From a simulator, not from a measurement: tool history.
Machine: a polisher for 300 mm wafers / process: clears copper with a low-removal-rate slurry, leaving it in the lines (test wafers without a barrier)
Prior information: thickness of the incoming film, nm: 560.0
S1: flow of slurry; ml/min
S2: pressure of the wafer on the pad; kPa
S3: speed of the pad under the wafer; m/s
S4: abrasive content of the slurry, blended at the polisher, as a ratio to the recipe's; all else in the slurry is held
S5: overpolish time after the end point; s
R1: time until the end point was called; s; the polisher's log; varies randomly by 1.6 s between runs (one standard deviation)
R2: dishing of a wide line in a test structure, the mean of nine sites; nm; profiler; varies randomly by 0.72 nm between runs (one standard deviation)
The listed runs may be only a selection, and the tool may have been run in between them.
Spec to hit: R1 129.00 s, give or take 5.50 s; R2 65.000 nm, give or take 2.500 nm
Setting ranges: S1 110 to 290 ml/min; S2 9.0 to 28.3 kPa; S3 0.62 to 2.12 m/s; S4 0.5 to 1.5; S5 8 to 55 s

{"run": 1, "hour": 0.0, "S1": 185, "S2": 18.6, "S3": 1.36, "S4": 1.0, "S5": 28, "R1": 170.58, "R2": 45.11}
{"run": 2, "hour": 0.8, "S1": 215, "S2": 18.6, "S3": 1.36, "S4": 1.0, "S5": 28, "R1": 168.01, "R2": 47.062}
{"run": 3, "hour": 6.9, "S1": 215, "S2": 18.6, "S3": 1.36, "S4": 1.0, "S5": 22, "R1": 167.84, "R2": 40.974}
{"run": 4, "hour": 10.2, "S1": 215, "S2": 18.6, "S3": 1.36, "S4": 1.0, "S5": 28, "R1": 167.87, "R2": 45.36}
{"run": 5, "hour": 18.9, "S1": 215, "S2": 18.6, "S3": 1.66, "S4": 1.0, "S5": 28, "R1": 137.8, "R2": 52.162}
{"run": 6, "hour": 21.1, "S1": 185, "S2": 18.6, "S3": 1.66, "S4": 1.0, "S5": 28, "R1": 145.45, "R2": 51.658}
{"run": 7, "hour": 23.6, "S1": 185, "S2": 19.3, "S3": 1.66, "S4": 1.0, "S5": 30, "R1": 139.62, "R2": 53.372}
{"run": 8, "hour": 29.7, "S1": 190, "S2": 19.3, "S3": 1.66, "S4": 1.0, "S5": 32, "R1": 136.45, "R2": 54.414}
{"run": 9, "hour": 35.4, "S1": 190, "S2": 19.3, "S3": 1.68, "S4": 1.0, "S5": 35, "R1": 136.47, "R2": 56.492}
{"run": 10, "hour": 43.8, "S1": 195, "S2": 19.3, "S3": 1.68, "S4": 1.0, "S5": 38, "R1": 132.98, "R2": 59.717}
{"run": 11, "hour": 49.7, "S1": 195, "S2": 19.3, "S3": 1.68, "S4": 1.0, "S5": 40, "R1": 132.9, "R2": 59.614}
{"run": 12, "hour": 57.6, "S1": 195, "S2": 19.3, "S3": 1.68, "S4": 1.0, "S5": 42, "R1": 132.37, "R2": 61.116}
{"run": 13, "hour": 59.6, "S1": 195, "S2": 19.3, "S3": 1.68, "S4": 1.0, "S5": 43, "R1": 136.53, "R2": 60.91}
{"run": 14, "hour": 60.3, "S1": 200, "S2": 19.3, "S3": 1.68, "S4": 1.0, "S5": 44, "R1": 133.32, "R2": 60.747}
{"run": 15, "hour": 62.0, "S1": 200, "S2": 19.3, "S3": 1.68, "S4": 1.0, "S5": 45, "R1": 134.5, "R2": 61.322}
{"run": 16, "hour": 63.2, "S1": 200, "S2": 19.3, "S3": 1.68, "S4": 1.0, "S5": 46, "R1": 135.85, "R2": 61.675}
{"run": 17, "hour": 68.6, "S1": 200, "S2": 19.3, "S3": 1.68, "S4": 1.0, "S5": 47, "R1": 135.54, "R2": 62.287}

Pick the move, out of 4, that brings all results within their allowed miss; only one does.
{"run": "A", "hour": 74.0, "S1": 195, "S2": 24.8, "S3": 1.66, "S4": 0.7, "S5": 43, "R1": "?", "R2": "?"}
{"run": "B", "hour": 74.0, "S1": 205, "S2": 21.4, "S3": 1.66, "S4": 0.9, "S5": 46, "R1": "?", "R2": "?"}
{"run": "C", "hour": 74.0, "S1": 195, "S2": 21.4, "S3": 1.8, "S4": 1.0, "S5": 42, "R1": "?", "R2": "?"}
{"run": "D", "hour": 74.0, "S1": 200, "S2": 21.4, "S3": 1.74, "S4": 1.1, "S5": 44, "R1": "?", "R2": "?"}

move=A R1=119.17 R2=66.040
move=B R1=127.37 R2=64.483
move=C R1=115.76 R2=64.555
move=D R1=116.87 R2=65.112
A: takes the biggest miss from the last run beyond its target
B: in spec on every target
C: takes the biggest miss from the last run beyond its target
D: takes the biggest miss from the last run beyond its target
The move that meets every target is B.

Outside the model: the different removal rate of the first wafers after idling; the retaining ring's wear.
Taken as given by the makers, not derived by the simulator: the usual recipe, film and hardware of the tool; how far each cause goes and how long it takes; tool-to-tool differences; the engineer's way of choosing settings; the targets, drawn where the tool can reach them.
